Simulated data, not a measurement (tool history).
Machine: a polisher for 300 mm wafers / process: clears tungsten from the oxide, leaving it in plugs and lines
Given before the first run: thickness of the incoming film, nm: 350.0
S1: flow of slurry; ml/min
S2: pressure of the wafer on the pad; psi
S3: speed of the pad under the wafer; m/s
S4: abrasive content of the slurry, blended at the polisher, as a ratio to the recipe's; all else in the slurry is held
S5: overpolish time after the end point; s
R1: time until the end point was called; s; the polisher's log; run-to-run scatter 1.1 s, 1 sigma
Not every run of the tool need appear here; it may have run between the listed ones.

run 1 hour=0.0 | S1=310 S2=2.5 S3=1.10 S4=1.0 S5=3 | R1=106.760
run 2 hour=4.7 | S1=310 S2=2.7 S3=1.12 S4=1.0 S5=3 | R1=96.561
run 3 hour=5.8 | S1=310 S2=2.3 S3=1.12 S4=1.0 S5=3 | R1=116.700
run 4 hour=7.5 | S1=310 S2=2.3 S3=1.12 S4=1.0 S5=3 | R1=115.610
run 5 hour=15.2 | S1=310 S2=2.3 S3=1.12 S4=1.1 S5=3 | R1=108.450
run 6 hour=23.6 | S1=265 S2=2.3 S3=1.12 S4=1.1 S5=3 | R1=112.940
run 7 hour=32.1 | S1=265 S2=2.5 S3=1.14 S4=1.1 S5=3 | R1=99.461
run 8 hour=36.2 | S1=265 S2=2.7 S3=1.14 S4=1.1 S5=3 | R1=98.050
run 9 hour=40.2 | S1=265 S2=2.7 S3=1.14 S4=1.1 S5=3 | R1=97.634
run 10 hour=44.4 | S1=265 S2=2.9 S3=1.16 S4=1.1 S5=3 | R1=89.102
-- hour=50.1 slurry nozzle cleaned
run 11 hour=50.1 | S1=265 S2=3.0 S3=1.18 S4=1.1 S5=3 | R1=83.988
run 12 hour=53.0 | S1=265 S2=3.1 S3=1.20 S4=1.1 S5=3 | R1=76.952

Run 13 is up next; what results do you expect?
run 13 hour=58.4 | S1=265 S2=3.1 S3=1.20 S4=1.1 S5=3 | R1=?

{"run 13": {"R1": 76.999}}
